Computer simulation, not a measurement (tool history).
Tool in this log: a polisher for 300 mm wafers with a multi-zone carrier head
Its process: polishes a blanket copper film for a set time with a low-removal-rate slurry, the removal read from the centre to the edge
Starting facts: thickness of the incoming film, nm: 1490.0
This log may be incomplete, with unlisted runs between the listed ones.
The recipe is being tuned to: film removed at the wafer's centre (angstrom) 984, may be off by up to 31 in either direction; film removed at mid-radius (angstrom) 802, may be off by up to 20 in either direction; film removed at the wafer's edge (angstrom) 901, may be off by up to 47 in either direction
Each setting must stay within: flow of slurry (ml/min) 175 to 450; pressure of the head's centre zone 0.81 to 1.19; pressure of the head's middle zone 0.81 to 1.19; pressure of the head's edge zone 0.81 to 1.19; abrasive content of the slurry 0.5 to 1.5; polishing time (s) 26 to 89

run  hour  flow of slurry (ml/min)  pressure of the head's centre zone  pressure of the head's middle zone  pressure of the head's edge zone  abrasive content of the slurry  polishing time (s)  film removed at the wafer's centre (angstrom)  film removed at mid-radius (angstrom)  film removed at the wafer's edge (angstrom)
  1     0                      290                                   1                                   1                                 1                               1                  57                                         1193.1                                 1212.3                                       1156.4
  2   6.4                      285                                1.01                                0.97                                 1                            0.95                  56                                         1176.6                                 1141.8                                       1119.1
  3   9.1                      335                                1.01                                0.97                                 1                            0.95                  56                                         1178.8                                 1144.9                                         1121
  4  13.1                      335                                1.01                                0.95                                 1                             0.9                  55                                         1143.3                                   1097                                         1092
  5  21.5                      335                                1.02                                0.93                                 1                            0.85                  54                                         1116.5                                 1047.2                                       1059.5
  6  30.3                      335                                1.03                                0.91                                 1                             0.8                  53                                         1077.7                                 977.72                                       1004.2
  7  38.5                      330                                1.03                                0.89                                 1                            0.75                  53                                         1078.1                                 949.39                                       1022.5
  8  43.5                      335                                1.03                                0.88                              0.99                             0.7                  53                                         1057.7                                  940.9                                       1030.1
  9  51.8                      340                                1.04                                0.88                              0.99                             0.7                  52                                           1043                                 916.96                                          975
 10  52.7                      340                                1.04                                0.87                              0.99                            0.65                  52                                         1037.7                                  891.3                                       979.77
 11  55.9                      345                                1.04                                0.86                              0.98                            0.65                  52                                         1030.2                                 884.48                                       948.19
 12  60.8                      345                                1.04                                0.85                              0.98                            0.65                  52                                         1033.9                                 865.25                                       957.52
 13  66.8                      345                                1.04                                0.84                              0.97                            0.65                  52                                         1023.3                                 870.75                                       938.91

Which single option among these 5 for the next run brings every result within its allowed miss of target? Just one does.
  A  72.8                      360                                1.15                                0.82                              0.88                            0.65                  49                                              ?                                      ?                                            ?
  B  72.8                      315                                0.97                                0.97                              0.83                            0.75                  50                                              ?                                      ?                                            ?
  C  72.8                      320                                1.09                                0.83                              1.02                             0.7                  50                                              ?                                      ?                                            ?
  D  72.8                      400                                1.12                                0.81                               1.1                            0.65                  49                                              ?                                      ?                                            ?
  E  72.8                      285                                1.05                                0.82                              0.97                             0.8                  47                                              ?                                      ?                                            ?

move  film removed at the wafer's centre (angstrom)  film removed at mid-radius (angstrom)  film removed at the wafer's edge (angstrom)
   A                                         1101.1                                 802.92                                       863.97
   B                                         973.16                                 968.81                                       882.54
   C                                         1076.2                                 837.06                                       957.29
   D                                         1079.2                                 799.51                                          966
   E                                         998.91                                  799.7                                       902.92
A: brings the last run's worst result on target, with another outside its allowed miss
B: further off than the last run
C: closer than the last run, but not yet in spec
D: brings the last run's worst result on target, with another outside its allowed miss
E: meets every target
Go with E: it meets all targets.

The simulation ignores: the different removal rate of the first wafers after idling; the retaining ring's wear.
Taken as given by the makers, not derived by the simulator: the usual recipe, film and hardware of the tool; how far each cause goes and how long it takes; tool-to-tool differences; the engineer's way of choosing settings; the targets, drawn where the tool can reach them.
